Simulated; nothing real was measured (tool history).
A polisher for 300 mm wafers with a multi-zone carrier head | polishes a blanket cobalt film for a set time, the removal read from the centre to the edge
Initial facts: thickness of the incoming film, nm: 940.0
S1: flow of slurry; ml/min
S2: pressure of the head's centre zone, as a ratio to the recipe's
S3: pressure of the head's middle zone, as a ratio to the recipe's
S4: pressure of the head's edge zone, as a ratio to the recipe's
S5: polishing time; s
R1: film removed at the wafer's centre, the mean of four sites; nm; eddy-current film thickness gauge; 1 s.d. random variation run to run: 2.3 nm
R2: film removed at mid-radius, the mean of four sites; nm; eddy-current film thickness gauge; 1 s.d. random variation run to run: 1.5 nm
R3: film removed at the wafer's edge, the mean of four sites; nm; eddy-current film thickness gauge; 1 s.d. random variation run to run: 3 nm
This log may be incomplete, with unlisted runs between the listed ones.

| run | hour | S1 | S2 | S3 | S4 | S5 | R1 | R2 | R3 |
|---|---|---|---|---|---|---|---|---|---|
| 1 | 0.0 | 285 | 1.00 | 1.00 | 1.00 | 62 | 234.96 | 231.57 | 232.20 |
| 2 | 6.3 | 325 | 1.00 | 1.00 | 1.00 | 62 | 238.20 | 235.38 | 233.88 |
| 3 | 8.3 | 320 | 0.99 | 0.98 | 0.99 | 62 | 232.63 | 232.51 | 237.60 |
| 4 | 13.0 | 315 | 0.99 | 0.97 | 0.98 | 61 | 229.25 | 229.63 | 231.18 |
| 5 | 18.9 | 270 | 0.99 | 0.97 | 0.98 | 61 | 228.26 | 223.34 | 223.07 |
| 6 | 26.4 | 270 | 0.94 | 0.97 | 0.98 | 61 | 224.52 | 224.80 | 227.91 |
| 7 | 28.7 | 270 | 0.93 | 0.96 | 0.98 | 60 | 214.28 | 219.75 | 223.68 |
| 8 | 37.4 | 270 | 0.93 | 0.96 | 0.98 | 60 | 215.44 | 219.96 | 224.98 |
| 9 | 44.9 | 265 | 0.93 | 0.95 | 0.98 | 60 | 212.69 | 216.74 | 220.32 |
| 10 | 46.9 | 260 | 0.93 | 0.94 | 0.99 | 60 | 213.86 | 211.46 | 218.28 |
| 11 | 49.6 | 260 | 0.93 | 0.94 | 0.99 | 60 | 211.37 | 215.14 | 220.11 |
| 12 | 51.2 | 260 | 0.93 | 0.92 | 1.00 | 60 | 211.13 | 211.86 | 228.61 |
| 13 | 52.7 | 255 | 0.93 | 0.91 | 1.00 | 60 | 215.01 | 214.91 | 230.57 |
| 14 | 59.8 | 250 | 0.93 | 0.90 | 1.00 | 60 | 215.75 | 210.15 | 222.39 |
| 15 | 68.0 | 245 | 0.92 | 0.89 | 1.00 | 60 | 208.84 | 205.90 | 219.41 |

For run 16, what comes out?
| 16 | 70.8 | 240 | 0.92 | 0.88 | 1.00 | 60 | ? | ? | ? |

R1: 212.09 nm
R2: 207.04 nm
R3: 227.51 nm
